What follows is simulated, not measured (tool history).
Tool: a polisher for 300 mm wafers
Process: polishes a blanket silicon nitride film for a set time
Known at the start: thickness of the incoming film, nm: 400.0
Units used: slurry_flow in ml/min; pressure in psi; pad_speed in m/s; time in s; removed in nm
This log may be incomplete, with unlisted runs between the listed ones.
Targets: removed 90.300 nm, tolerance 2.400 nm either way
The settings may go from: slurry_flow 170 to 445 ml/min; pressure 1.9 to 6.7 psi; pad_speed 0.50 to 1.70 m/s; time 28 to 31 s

Run 1, hour 0.0: slurry_flow 285 ml/min, pressure 4.3 psi, pad_speed 1.10 m/s, time 31 s. Result: removed 59.733 nm.
Run 2, hour 1.8: slurry_flow 285 ml/min, pressure 5.3 psi, pad_speed 1.10 m/s, time 31 s. Result: removed 72.728 nm.
Run 3, hour 8.0: slurry_flow 215 ml/min, pressure 5.3 psi, pad_speed 1.10 m/s, time 31 s. Result: removed 70.781 nm.
Run 4, hour 13.3: slurry_flow 225 ml/min, pressure 5.6 psi, pad_speed 1.10 m/s, time 31 s. Result: removed 74.638 nm.
Run 5, hour 21.0: slurry_flow 225 ml/min, pressure 6.0 psi, pad_speed 1.10 m/s, time 31 s. Result: removed 80.186 nm.
Run 6, hour 26.4: slurry_flow 235 ml/min, pressure 6.1 psi, pad_speed 1.10 m/s, time 31 s. Result: removed 82.813 nm.
Run 7, hour 29.3: slurry_flow 235 ml/min, pressure 6.1 psi, pad_speed 1.10 m/s, time 31 s. Result: removed 82.331 nm.
Run 8, hour 33.7: slurry_flow 245 ml/min, pressure 6.2 psi, pad_speed 1.10 m/s, time 31 s. Result: removed 85.010 nm.
Run 9, hour 37.7: slurry_flow 255 ml/min, pressure 6.2 psi, pad_speed 1.10 m/s, time 31 s. Result: removed 84.334 nm.
Run 10, hour 43.5: slurry_flow 255 ml/min, pressure 6.3 psi, pad_speed 1.10 m/s, time 31 s. Result: removed 86.176 nm.
Run 11, hour 46.7: slurry_flow 260 ml/min, pressure 6.4 psi, pad_speed 1.10 m/s, time 31 s. Result: removed 87.361 nm.

Which of these 4 next moves meets every target?
Run A, hour 49.9: slurry_flow 255 ml/min, pressure 5.8 psi, pad_speed 1.40 m/s, time 28 s. Result: removed ?.
Run B, hour 49.9: slurry_flow 300 ml/min, pressure 6.7 psi, pad_speed 1.18 m/s, time 31 s. Result: removed ?.
Run C, hour 49.9: slurry_flow 245 ml/min, pressure 6.4 psi, pad_speed 1.20 m/s, time 28 s. Result: removed ?.
Run D, hour 49.9: slurry_flow 285 ml/min, pressure 6.7 psi, pad_speed 1.14 m/s, time 30 s. Result: removed ?.

move  removed
   A   84.561
   B   96.956
   C   82.894
   D   91.098
A: lands further from the targets than the last run did
B: carries the result that was furthest off beyond its target, to the other side
C: lands further from the targets than the last run did
D: every result lands within tolerance
D is the move that brings every result within its allowed miss.
